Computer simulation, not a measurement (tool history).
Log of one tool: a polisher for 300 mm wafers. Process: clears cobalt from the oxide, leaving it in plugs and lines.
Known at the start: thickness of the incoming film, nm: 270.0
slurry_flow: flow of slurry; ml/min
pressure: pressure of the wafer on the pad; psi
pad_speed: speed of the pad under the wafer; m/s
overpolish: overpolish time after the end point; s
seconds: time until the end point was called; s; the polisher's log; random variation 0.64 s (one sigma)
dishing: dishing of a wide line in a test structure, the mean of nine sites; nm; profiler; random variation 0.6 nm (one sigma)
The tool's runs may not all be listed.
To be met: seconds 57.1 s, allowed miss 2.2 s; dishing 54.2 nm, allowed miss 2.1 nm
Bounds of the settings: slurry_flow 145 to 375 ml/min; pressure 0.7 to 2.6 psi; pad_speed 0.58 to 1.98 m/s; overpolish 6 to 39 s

run	day	slurry_flow	pressure	pad_speed	overpolish	seconds	dishing
1	0	240	1.6	1.28	20	67.707	45.748
2	0.192	295	1.6	1.28	20	66.559	46.558
3	0.542	295	1.6	1.28	21	66.953	47.148
4	0.583	295	1.7	1.28	22	62.738	48.599
5	0.829	295	1.7	1.28	23	62.629	50.904
6	0.921	295	1.7	1.02	23	74.578	48.004
7	1.15	295	1.8	1.02	23	71.255	48.07
8	1.238	295	1.8	1.02	23	69.747	48.102
9	1.292	295	1.9	1.02	23	66.545	49.837

Which of these 4 next moves meets every target?
A	1.346	285	2.3	1.12	30	?	?
B	1.346	300	2.2	1.2	31	?	?
C	1.346	290	2	1.16	25	?	?
D	1.346	280	2	1.32	29	?	?

move	seconds	dishing
A	50.971	58.543
B	50.387	59.126
C	56.863	53.804
D	51.738	57.858
A: takes the result that was furthest off past its target
B: takes the result that was furthest off past its target
C: meets every target
D: takes the result that was furthest off past its target
Answer: C
